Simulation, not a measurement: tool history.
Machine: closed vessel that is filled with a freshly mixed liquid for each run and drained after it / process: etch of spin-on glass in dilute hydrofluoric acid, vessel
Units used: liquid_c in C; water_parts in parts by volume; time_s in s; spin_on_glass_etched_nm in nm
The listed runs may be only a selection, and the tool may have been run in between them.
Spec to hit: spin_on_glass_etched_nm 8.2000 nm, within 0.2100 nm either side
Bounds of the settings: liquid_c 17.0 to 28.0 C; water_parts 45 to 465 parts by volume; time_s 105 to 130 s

run,hour,liquid_c,water_parts,time_s,spin_on_glass_etched_nm
1,0.0,20.0,255,130,15.0530
2,9.0,23.5,255,130,16.9360
3,16.1,23.5,325,130,12.4180
4,18.4,22.0,335,130,11.2970
5,21.7,22.0,245,130,16.8830
6,28.8,22.0,295,130,13.4430
7,30.6,21.0,315,130,11.8870
8,36.3,20.0,330,130,10.6840
9,44.1,19.5,340,130,10.2840
10,51.1,19.0,350,130,9.6409
11,55.9,18.5,355,130,9.3335
12,62.3,18.0,360,130,9.0065
13,70.9,18.0,365,130,8.7697
14,73.9,17.5,370,130,8.4617

Which single option among these 5 for the next run brings every result within its allowed miss of target? Just one does.
A,76.9,17.5,380,130,?
B,76.9,18.5,370,115,?
C,76.9,17.5,350,125,?
D,76.9,22.5,445,125,?
E,76.9,17.5,350,130,?

move,spin_on_glass_etched_nm
A,8.1846
B,7.7713
C,8.7528
D,7.5711
E,9.1030
A: every result within its allowed miss
B: takes the biggest miss from the last run beyond its target
C: lands further from the targets than the last run did
D: takes the biggest miss from the last run beyond its target
E: lands further from the targets than the last run did
Go with A: it meets all targets.

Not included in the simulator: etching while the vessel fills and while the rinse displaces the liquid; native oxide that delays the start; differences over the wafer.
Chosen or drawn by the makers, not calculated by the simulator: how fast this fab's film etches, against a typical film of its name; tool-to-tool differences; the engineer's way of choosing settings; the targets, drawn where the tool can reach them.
